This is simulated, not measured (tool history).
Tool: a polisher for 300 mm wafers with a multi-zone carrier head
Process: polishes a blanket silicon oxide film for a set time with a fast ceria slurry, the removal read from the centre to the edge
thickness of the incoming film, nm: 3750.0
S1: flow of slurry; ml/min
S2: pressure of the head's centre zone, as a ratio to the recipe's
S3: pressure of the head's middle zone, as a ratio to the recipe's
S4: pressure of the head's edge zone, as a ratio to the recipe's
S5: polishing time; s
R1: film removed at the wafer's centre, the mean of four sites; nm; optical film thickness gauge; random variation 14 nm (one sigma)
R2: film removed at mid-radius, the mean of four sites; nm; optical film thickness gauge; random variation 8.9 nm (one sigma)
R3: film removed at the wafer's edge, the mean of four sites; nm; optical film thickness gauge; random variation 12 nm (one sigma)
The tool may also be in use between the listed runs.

run  hour   S1    S2    S3    S4  S5      R1      R2      R3
  1     0  255     1     1     1  67  811.29  794.06  781.25
  2   5.9  255     1     1     1  74  892.38  875.95  859.21
  3  10.2  255     1     1     1  65  770.13  773.89  766.98
  4  16.1  265  0.97  1.02  1.06  73  866.34  885.48  880.75
  5    25  270  0.95  1.04   1.1  78  885.43  969.17  966.69
  6  33.7  280  0.96  1.06  1.13  82  951.13  1024.1  1039.1
  7  37.8  285  0.97  1.09  1.14  84  989.56  1093.3  1054.8
     44.9  -- worn pad replaced by a new one
  8  44.9  310  0.95  1.08  1.19  91  1198.6  1314.8  1314.9

Run 9 comes next. What will it give?
  9  45.5  290  0.96  1.08  1.18  91   ?   ?   ?

R1: 1184.8 nm
R2: 1296.6 nm
R3: 1305.4 nm

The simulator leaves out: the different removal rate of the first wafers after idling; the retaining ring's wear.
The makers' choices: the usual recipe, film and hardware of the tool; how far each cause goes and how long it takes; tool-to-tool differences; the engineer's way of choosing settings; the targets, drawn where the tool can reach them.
